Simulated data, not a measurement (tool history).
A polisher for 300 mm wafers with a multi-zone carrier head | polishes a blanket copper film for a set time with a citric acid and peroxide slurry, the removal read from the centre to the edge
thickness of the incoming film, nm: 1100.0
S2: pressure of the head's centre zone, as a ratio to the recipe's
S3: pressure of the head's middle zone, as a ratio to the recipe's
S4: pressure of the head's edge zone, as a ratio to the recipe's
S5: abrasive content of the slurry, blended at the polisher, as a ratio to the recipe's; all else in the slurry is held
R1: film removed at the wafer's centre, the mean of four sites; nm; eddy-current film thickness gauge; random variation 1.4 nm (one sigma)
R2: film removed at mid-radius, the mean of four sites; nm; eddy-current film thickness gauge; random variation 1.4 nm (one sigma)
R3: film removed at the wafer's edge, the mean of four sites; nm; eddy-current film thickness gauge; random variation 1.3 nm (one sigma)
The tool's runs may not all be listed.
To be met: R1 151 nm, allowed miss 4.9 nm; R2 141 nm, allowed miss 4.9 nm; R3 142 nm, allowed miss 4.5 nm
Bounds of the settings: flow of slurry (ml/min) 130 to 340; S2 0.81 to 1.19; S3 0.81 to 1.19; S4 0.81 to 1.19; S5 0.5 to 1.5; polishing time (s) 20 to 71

Run 1, hour 0: flow of slurry (ml/min) 220, S2 1, S3 1, S4 1, S5 1, polishing time (s) 45. Result: R1 113.99 nm, R2 119.04 nm, R3 118.56 nm.
Run 2, hour 8.1: flow of slurry (ml/min) 220, S2 1.04, S3 1, S4 1, S5 1, polishing time (s) 45. Result: R1 119.73 nm, R2 116.38 nm, R3 117.18 nm.
Run 3, hour 14.1: flow of slurry (ml/min) 275, S2 1.04, S3 1, S4 1, S5 1, polishing time (s) 45. Result: R1 125.46 nm, R2 118.74 nm, R3 122.25 nm.
Run 4, hour 23: flow of slurry (ml/min) 280, S2 1.05, S3 1.02, S4 1.02, S5 1.05, polishing time (s) 45. Result: R1 126.69 nm, R2 124.85 nm, R3 122.53 nm.
Run 5, hour 29.8: flow of slurry (ml/min) 310, S2 1.05, S3 1.02, S4 1.02, S5 1.05, polishing time (s) 45. Result: R1 126.97 nm, R2 124.3 nm, R3 126.27 nm.
Run 6, hour 36.4: flow of slurry (ml/min) 310, S2 1.05, S3 1.02, S4 0.99, S5 1.05, polishing time (s) 45. Result: R1 128.88 nm, R2 124.49 nm, R3 124.7 nm.
Run 7, hour 39: flow of slurry (ml/min) 315, S2 1.06, S3 1.02, S4 1, S5 1.1, polishing time (s) 45. Result: R1 128.91 nm, R2 126.07 nm, R3 123.6 nm.
Run 8, hour 41.1: flow of slurry (ml/min) 285, S2 1.11, S3 0.97, S4 1.04, S5 1.3, polishing time (s) 52. Result: R1 164.23 nm, R2 145.97 nm, R3 150.54 nm.
Run 9, hour 44.8: flow of slurry (ml/min) 280, S2 1.1, S3 0.97, S4 1.03, S5 1.3, polishing time (s) 52. Result: R1 156.81 nm, R2 146.58 nm, R3 151.03 nm.
Run 10, hour 47.1: flow of slurry (ml/min) 275, S2 1.1, S3 0.97, S4 1.02, S5 1.3, polishing time (s) 52. Result: R1 158.44 nm, R2 146.16 nm, R3 147.92 nm.
Run 11, hour 50.3: flow of slurry (ml/min) 275, S2 1.1, S3 0.97, S4 1.02, S5 1.3, polishing time (s) 52. Result: R1 158.37 nm, R2 145.63 nm, R3 148.28 nm.

4 next moves are on the table. One of them brings every result within its allowed miss. Which?
Run A, hour 53.5: flow of slurry (ml/min) 280, S2 1.06, S3 0.95, S4 1.08, S5 1.25, polishing time (s) 52. Result: R1 ?, R2 ?, R3 ?.
Run B, hour 53.5: flow of slurry (ml/min) 325, S2 1.09, S3 1.02, S4 1.03, S5 1.3, polishing time (s) 49. Result: R1 ?, R2 ?, R3 ?.
Run C, hour 53.5: flow of slurry (ml/min) 230, S2 1.18, S3 0.85, S4 1, S5 1.2, polishing time (s) 52. Result: R1 ?, R2 ?, R3 ?.
Run D, hour 53.5: flow of slurry (ml/min) 295, S2 1.14, S3 1, S4 1.01, S5 1.3, polishing time (s) 50. Result: R1 ?, R2 ?, R3 ?.

move      R1      R2      R3
   A  152.46  142.21  150.73
   B  151.45  141.68  141.37
   C  163.96  131.04  141.45
   D  159.97  141.84  141.86
A: brings the result that was furthest off to its target, and leaves another outside
B: meets every target
C: further off than the last run
D: further off than the last run
Move B is the one to make.

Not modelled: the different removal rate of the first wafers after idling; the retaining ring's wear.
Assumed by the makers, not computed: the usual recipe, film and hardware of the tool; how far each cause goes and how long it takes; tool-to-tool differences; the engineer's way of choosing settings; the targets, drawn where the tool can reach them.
